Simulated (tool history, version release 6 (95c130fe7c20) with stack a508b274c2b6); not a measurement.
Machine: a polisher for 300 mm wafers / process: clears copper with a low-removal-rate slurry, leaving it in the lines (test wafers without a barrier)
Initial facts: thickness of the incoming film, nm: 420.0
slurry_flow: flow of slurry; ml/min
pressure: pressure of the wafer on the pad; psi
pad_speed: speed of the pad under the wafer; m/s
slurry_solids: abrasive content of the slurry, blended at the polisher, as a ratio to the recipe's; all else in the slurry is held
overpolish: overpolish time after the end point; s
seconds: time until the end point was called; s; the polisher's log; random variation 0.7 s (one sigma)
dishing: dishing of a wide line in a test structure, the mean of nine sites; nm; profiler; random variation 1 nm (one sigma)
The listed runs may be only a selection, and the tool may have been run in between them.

run	hour	slurry_flow	pressure	pad_speed	slurry_solids	overpolish	seconds	dishing
1	0.0	255	3.4	1.14	1.0	22	91.037	46.155
2	3.0	255	3.4	1.14	0.9	22	90.933	44.781
3	4.4	225	3.4	1.14	0.9	22	96.013	45.245
4	8.2	225	3.8	1.14	0.9	22	84.908	45.266
5	14.8	225	4.5	1.14	0.9	22	71.841	53.504
6	19.2	165	4.5	1.14	0.9	22	75.273	53.049
7	25.3	170	4.5	1.14	0.9	20	74.421	49.057

For run 8, what comes out?
8	31.5	170	4.5	1.14	0.9	19	?	?

{"run 8": {"seconds": 74.403, "dishing": 47.428}}

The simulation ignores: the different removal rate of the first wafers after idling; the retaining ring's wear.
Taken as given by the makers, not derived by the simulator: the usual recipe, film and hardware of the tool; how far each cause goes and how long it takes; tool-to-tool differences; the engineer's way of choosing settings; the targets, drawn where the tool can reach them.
